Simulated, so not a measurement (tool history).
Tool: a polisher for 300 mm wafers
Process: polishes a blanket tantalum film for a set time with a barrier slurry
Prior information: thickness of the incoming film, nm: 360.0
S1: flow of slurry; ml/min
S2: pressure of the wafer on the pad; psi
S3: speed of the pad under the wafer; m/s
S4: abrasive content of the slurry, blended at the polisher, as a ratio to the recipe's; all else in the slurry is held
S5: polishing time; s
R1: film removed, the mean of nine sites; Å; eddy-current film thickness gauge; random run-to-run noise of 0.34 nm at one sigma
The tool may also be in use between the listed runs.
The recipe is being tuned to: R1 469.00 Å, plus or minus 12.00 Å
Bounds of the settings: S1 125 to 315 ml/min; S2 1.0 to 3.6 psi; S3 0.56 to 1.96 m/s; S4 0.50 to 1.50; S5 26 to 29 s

| run | hour | S1 | S2 | S3 | S4 | S5 | R1 |
|---|---|---|---|---|---|---|---|
| 1 | 0.0 | 205 | 2.3 | 1.26 | 1.00 | 29 | 644.47 |
| 2 | 4.4 | 205 | 2.3 | 1.26 | 1.10 | 29 | 670.64 |
| 3 | 12.7 | 200 | 2.1 | 1.26 | 1.10 | 29 | 594.38 |
| 4 | 15.4 | 190 | 2.0 | 1.26 | 1.10 | 29 | 574.42 |
| 5 | 16.7 | 190 | 1.9 | 1.26 | 1.10 | 29 | 547.09 |
| 6 | 19.9 | 190 | 1.9 | 1.26 | 1.00 | 29 | 529.44 |
| 7 | 21.9 | 185 | 1.8 | 1.26 | 1.00 | 29 | 499.23 |
|  | 22.7 | slurry blender recalibrated |
| 8 | 22.7 | 155 | 1.7 | 1.26 | 1.00 | 29 | 531.94 |
| 9 | 27.3 | 165 | 1.7 | 1.26 | 1.00 | 29 | 540.41 |
| 10 | 29.6 | 165 | 1.7 | 1.26 | 1.00 | 29 | 541.52 |
| 11 | 33.7 | 165 | 1.7 | 1.26 | 1.00 | 29 | 535.40 |
| 12 | 38.2 | 175 | 1.7 | 1.26 | 1.00 | 29 | 537.59 |

Which of these 5 next moves meets every target?
| A | 42.7 | 125 | 2.0 | 1.34 | 1.25 | 27 | ? |
| B | 42.7 | 195 | 1.4 | 1.32 | 0.85 | 28 | ? |
| C | 42.7 | 165 | 1.5 | 1.26 | 0.90 | 28 | ? |
| D | 42.7 | 165 | 1.7 | 1.18 | 0.85 | 28 | ? |
| E | 42.7 | 145 | 1.8 | 1.22 | 0.80 | 29 | ? |

| move | R1 |
|---|---|
| A | 615.02 |
| B | 435.51 |
| C | 443.97 |
| D | 465.34 |
| E | 498.82 |
A: misses by more than the last run did
B: takes the biggest miss from the last run beyond its target
C: takes the biggest miss from the last run beyond its target
D: each result inside its tolerance
E: gains on the last run, yet a result remains outside its allowed miss
Correct choice: D, which meets every target
